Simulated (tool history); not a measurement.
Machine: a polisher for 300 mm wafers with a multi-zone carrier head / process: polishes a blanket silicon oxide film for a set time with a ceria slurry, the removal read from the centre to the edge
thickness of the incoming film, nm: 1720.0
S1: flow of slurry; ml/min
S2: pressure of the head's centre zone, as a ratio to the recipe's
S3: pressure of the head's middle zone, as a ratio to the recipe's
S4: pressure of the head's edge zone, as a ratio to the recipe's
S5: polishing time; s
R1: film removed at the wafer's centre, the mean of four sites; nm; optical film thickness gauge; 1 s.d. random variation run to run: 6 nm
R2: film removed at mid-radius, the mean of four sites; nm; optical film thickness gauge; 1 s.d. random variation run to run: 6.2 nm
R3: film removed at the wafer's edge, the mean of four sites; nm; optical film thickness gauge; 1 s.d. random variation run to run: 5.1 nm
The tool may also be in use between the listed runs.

run    day   S1    S2    S3    S4  S5      R1      R2      R3
  1      0  130     1     1     1  45   269.6  257.89  270.74
  2  0.058  135  1.01  1.01  1.02  48  292.99  289.81  294.39
  3  0.408  135  1.09  1.01  1.02  48  320.53  286.97     297
  4  0.446  140  1.09  1.01  1.04  50  327.91  305.99   314.5
  5   0.65  140  1.09  1.01  1.04  61  407.55  365.16  374.57
  6  0.717  145  1.09  1.01  1.06  61  408.78  369.84  380.82
  7  0.879  150  1.09  1.01  1.08  62  415.51  367.11  397.51
  8  1.042  155  1.09  1.02  1.09  62  412.15  375.68  398.65

Estimate the outcome of run 9 from the log above:
  9  1.088  155  1.1  1.03  1.1  63   ?   ?   ?

{"run 9": {"R1": 431.43, "R2": 392.11, "R3": 410.83}}
